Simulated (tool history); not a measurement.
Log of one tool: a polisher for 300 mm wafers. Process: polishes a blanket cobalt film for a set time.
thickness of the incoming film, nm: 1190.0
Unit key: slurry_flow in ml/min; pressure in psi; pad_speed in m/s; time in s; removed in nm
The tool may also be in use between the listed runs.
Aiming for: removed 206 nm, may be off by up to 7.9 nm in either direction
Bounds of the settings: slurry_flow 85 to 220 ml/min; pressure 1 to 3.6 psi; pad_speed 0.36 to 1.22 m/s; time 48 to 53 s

{"run": 1, "day": 0.0, "slurry_flow": 140, "pressure": 2.3, "pad_speed": 0.78, "time": 53, "removed": 282.22}
{"run": 2, "day": 0.025, "slurry_flow": 170, "pressure": 2.3, "pad_speed": 0.78, "time": 53, "removed": 292.4}
{"run": 3, "day": 0.121, "slurry_flow": 170, "pressure": 2.2, "pad_speed": 0.78, "time": 53, "removed": 280.54}
{"run": 4, "day": 0.417, "slurry_flow": 170, "pressure": 2.2, "pad_speed": 0.7, "time": 53, "removed": 253.66}
{"run": 5, "day": 0.554, "slurry_flow": 170, "pressure": 2.2, "pad_speed": 0.78, "time": 53, "removed": 282.01}
{"run": 6, "day": 0.608, "slurry_flow": 165, "pressure": 2.1, "pad_speed": 0.78, "time": 53, "removed": 268.92}
{"run": 7, "day": 0.746, "slurry_flow": 165, "pressure": 2, "pad_speed": 0.78, "time": 53, "removed": 259.93}
{"run": 8, "day": 0.912, "slurry_flow": 165, "pressure": 1.9, "pad_speed": 0.78, "time": 53, "removed": 247.98}
{"run": 9, "day": 1.108, "slurry_flow": 165, "pressure": 1.8, "pad_speed": 0.78, "time": 53, "removed": 234.71}
{"run": 10, "day": 1.375, "slurry_flow": 145, "pressure": 1.5, "pad_speed": 0.78, "time": 53, "removed": 196.66}
{"run": 11, "day": 1.612, "slurry_flow": 150, "pressure": 1.5, "pad_speed": 0.78, "time": 53, "removed": 196.29}

Of the 5 settings listed for the next run, only one would bring every result within its allowed miss of target. Which one?
{"run": "A", "day": 1.85, "slurry_flow": 175, "pressure": 1.4, "pad_speed": 0.72, "time": 53, "removed": "?"}
{"run": "B", "day": 1.85, "slurry_flow": 150, "pressure": 1.6, "pad_speed": 0.76, "time": 53, "removed": "?"}
{"run": "C", "day": 1.85, "slurry_flow": 150, "pressure": 1.5, "pad_speed": 0.82, "time": 48, "removed": "?"}
{"run": "D", "day": 1.85, "slurry_flow": 135, "pressure": 1.9, "pad_speed": 0.6, "time": 52, "removed": "?"}
{"run": "E", "day": 1.85, "slurry_flow": 150, "pressure": 1.3, "pad_speed": 0.82, "time": 52, "removed": "?"}

move=A removed=180.24
move=B removed=207.32
move=C removed=191.26
move=D removed=184.52
move=E removed=183.84
A: lands further from the targets than the last run did
B: all results in spec
C: lands further from the targets than the last run did
D: lands further from the targets than the last run did
E: lands further from the targets than the last run did
Answer: B
